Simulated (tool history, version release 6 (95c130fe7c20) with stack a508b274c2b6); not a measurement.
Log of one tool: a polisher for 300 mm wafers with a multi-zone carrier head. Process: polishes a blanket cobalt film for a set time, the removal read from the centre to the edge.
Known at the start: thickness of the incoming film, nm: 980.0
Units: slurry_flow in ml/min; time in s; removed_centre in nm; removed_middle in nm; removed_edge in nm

run,hour,slurry_flow,centre_zone,middle_zone,edge_zone,time,removed_centre,removed_middle,removed_edge
1,0.0,235,1.00,1.00,1.00,49,233.58,230.90,228.64
2,5.9,270,1.00,1.00,1.00,49,235.78,242.51,229.41
3,13.5,265,0.99,0.98,0.99,48,226.16,231.47,226.81
4,18.3,265,0.93,0.98,0.99,48,222.07,232.76,224.80
5,21.7,265,0.93,0.98,1.05,48,209.95,227.91,229.69
6,24.8,265,0.99,0.98,1.05,48,226.57,223.61,230.95
7,31.8,260,0.98,0.97,1.04,47,223.72,220.13,222.07
8,36.0,255,0.97,0.96,1.04,46,214.97,213.68,220.27
9,36.8,250,0.96,0.95,1.03,45,209.44,204.52,212.85
10,39.1,245,0.95,0.94,1.02,44,204.08,201.92,208.26
11,43.2,240,0.94,0.93,1.02,43,197.74,192.80,198.91
12,46.7,235,0.93,0.93,1.02,43,193.86,188.40,200.20

Forecast run 13:
13,54.8,230,0.93,0.93,1.01,43,?,?,?

{"run 13": {"removed_centre": 192.52, "removed_middle": 189.3, "removed_edge": 200.09}}
